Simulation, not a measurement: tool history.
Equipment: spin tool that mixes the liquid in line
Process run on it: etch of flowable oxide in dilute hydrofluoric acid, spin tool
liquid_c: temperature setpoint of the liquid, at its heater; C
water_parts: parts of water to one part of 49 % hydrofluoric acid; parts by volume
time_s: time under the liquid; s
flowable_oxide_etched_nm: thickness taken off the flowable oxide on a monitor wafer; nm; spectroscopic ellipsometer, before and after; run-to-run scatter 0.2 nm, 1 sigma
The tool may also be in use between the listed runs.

| run | hour | liquid_c | water_parts | time_s | flowable_oxide_etched_nm |
|---|---|---|---|---|---|
| 1 | 0 | 26 | 130 | 280 | 77.162 |
| 2 | 2.9 | 26 | 130 | 300 | 82.267 |
| 3 | 4.6 | 25 | 135 | 300 | 76.049 |
| 4 | 10 | 22.5 | 135 | 300 | 68.603 |
| 5 | 12 | 22.5 | 160 | 300 | 56.663 |
| 6 | 14.2 | 25 | 160 | 300 | 62.403 |

Run 7, settings as shown, results not yet in. Your forecast:
| 7 | 17.8 | 24 | 160 | 300 | ? |

{"run 7": {"flowable_oxide_etched_nm": 60.193}}
